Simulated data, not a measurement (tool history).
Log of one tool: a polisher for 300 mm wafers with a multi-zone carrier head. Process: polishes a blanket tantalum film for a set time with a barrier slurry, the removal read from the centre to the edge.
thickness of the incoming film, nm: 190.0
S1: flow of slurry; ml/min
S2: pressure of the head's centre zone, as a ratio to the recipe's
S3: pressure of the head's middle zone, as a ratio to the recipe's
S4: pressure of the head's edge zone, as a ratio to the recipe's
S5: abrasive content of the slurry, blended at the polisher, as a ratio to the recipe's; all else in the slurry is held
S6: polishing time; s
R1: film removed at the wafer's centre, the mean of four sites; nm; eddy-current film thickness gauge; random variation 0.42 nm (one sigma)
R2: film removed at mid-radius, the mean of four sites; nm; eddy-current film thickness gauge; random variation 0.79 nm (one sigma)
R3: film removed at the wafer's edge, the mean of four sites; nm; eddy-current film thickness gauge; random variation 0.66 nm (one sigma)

run	hour	S1	S2	S3	S4	S5	S6	R1	R2	R3
1	0	265	1	1	1	1	29	73.336	73.745	70.386
2	7.8	265	1	0.95	1	1	29	73.504	69.47	71.072
3	12.8	265	1	1.02	1	1	29	72.942	73.917	69.936
4	21.5	320	1	1.02	1	1	29	75.492	75.404	71.266
5	25.3	320	1.06	1.02	1	1	29	80.47	75.79	72.254
6	32.6	320	1.06	0.95	1	1	29	79.202	71.796	71.989

Run 7 comes next. What will it give?
7	35.2	310	1.03	0.95	1.02	1.05	29	?	?	?

{"run 7": {"R1": 78.222, "R2": 71.592, "R3": 73.318}}
